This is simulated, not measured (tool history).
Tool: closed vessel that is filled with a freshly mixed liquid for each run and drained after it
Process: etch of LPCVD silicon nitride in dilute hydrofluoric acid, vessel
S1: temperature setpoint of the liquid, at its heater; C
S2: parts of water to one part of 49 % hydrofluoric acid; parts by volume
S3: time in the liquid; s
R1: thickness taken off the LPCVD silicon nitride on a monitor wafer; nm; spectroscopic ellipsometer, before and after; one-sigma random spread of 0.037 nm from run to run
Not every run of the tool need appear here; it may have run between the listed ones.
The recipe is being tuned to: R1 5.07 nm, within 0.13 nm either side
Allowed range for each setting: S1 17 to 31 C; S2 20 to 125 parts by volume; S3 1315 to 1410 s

run 1 hour=0 | S1=23 S2=70 S3=1315 | R1=7.9537
run 2 hour=1.5 | S1=22.5 S2=70 S3=1315 | R1=7.5394
run 3 hour=5 | S1=22 S2=70 S3=1315 | R1=7.3054
run 4 hour=13.9 | S1=22 S2=70 S3=1410 | R1=7.7769
run 5 hour=19.1 | S1=22 S2=70 S3=1410 | R1=7.7155
run 6 hour=27.8 | S1=22 S2=90 S3=1410 | R1=6.0869
run 7 hour=32.1 | S1=21.5 S2=90 S3=1410 | R1=5.9197
run 8 hour=34.5 | S1=20.5 S2=90 S3=1410 | R1=5.4604
run 9 hour=43.3 | S1=20 S2=90 S3=1410 | R1=5.3218

Which of these 4 next moves meets every target?
run A hour=52.1 | S1=20 S2=90 S3=1350 | R1=?
run B hour=52.1 | S1=20 S2=95 S3=1320 | R1=?
run C hour=52.1 | S1=20 S2=95 S3=1315 | R1=?
run D hour=52.1 | S1=19.5 S2=100 S3=1410 | R1=?

move=A R1=5.1023
move=B R1=4.7325
move=C R1=4.7145
move=D R1=4.647
A: every result lands within tolerance
B: takes the biggest miss from the last run beyond its target
C: takes the biggest miss from the last run beyond its target
D: takes the biggest miss from the last run beyond its target
So the answer is move A, the one that meets all the targets.
